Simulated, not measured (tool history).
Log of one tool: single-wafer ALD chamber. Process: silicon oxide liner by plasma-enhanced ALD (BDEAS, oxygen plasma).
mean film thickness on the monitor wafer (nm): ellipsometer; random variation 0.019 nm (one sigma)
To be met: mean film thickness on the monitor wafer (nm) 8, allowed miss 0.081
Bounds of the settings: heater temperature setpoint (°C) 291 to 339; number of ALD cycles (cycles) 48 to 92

run  hour  heater temperature setpoint (°C)  number of ALD cycles (cycles)  mean film thickness on the monitor wafer (nm)
  1     0                               315                             70                                         6.6259
  2     6                               313                             72                                         6.8429
  3  13.6                               320                             72                                         6.7473
  4  22.1                               317                             73                                         6.9007
  5  28.5                               317                             67                                         6.3228
  6  34.8                               326                             67                                         6.2475
  7    38                               324                             70                                         6.5553
  8  45.4                               323                             72                                         6.7261

4 next moves are on the table. One of them brings every result within its allowed miss. Which?
  A  52.8                               313                             63                                              ?
  B  52.8                               325                             63                                              ?
  C  52.8                               322                             85                                              ?
  D  52.8                               319                             56                                              ?

move  mean film thickness on the monitor wafer (nm)
   A                                         6.0021
   B                                         5.8853
   C                                         7.9799
   D                                         5.2833
A: further off than the last run
B: further off than the last run
C: meets every target
D: further off than the last run
Move C is the one to make.
